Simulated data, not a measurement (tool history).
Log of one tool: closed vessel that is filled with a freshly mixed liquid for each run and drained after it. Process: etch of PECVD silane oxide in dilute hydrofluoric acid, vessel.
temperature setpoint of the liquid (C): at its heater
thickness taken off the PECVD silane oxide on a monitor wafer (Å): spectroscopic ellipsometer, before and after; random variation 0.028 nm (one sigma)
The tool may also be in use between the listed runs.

run,hour,temperature setpoint of the liquid (C),parts of water to one part of 49 % hydrofluoric acid (parts by volume),time in the liquid (s),thickness taken off the PECVD silane oxide on a monitor wafer (Å)
1,0.0,26.0,185,35,45.549
2,4.7,25.0,190,35,42.753
3,11.1,25.0,190,30,37.409
4,16.7,24.5,190,30,35.956
5,25.8,24.5,165,30,42.895
6,31.5,22.0,165,30,38.595
7,33.1,21.5,170,30,36.685

The next listed run, before its measurement:
8,34.1,21.0,175,30,?

{"run 8": {"thickness taken off the PECVD silane oxide on a monitor wafer (Å)": 34.781}}

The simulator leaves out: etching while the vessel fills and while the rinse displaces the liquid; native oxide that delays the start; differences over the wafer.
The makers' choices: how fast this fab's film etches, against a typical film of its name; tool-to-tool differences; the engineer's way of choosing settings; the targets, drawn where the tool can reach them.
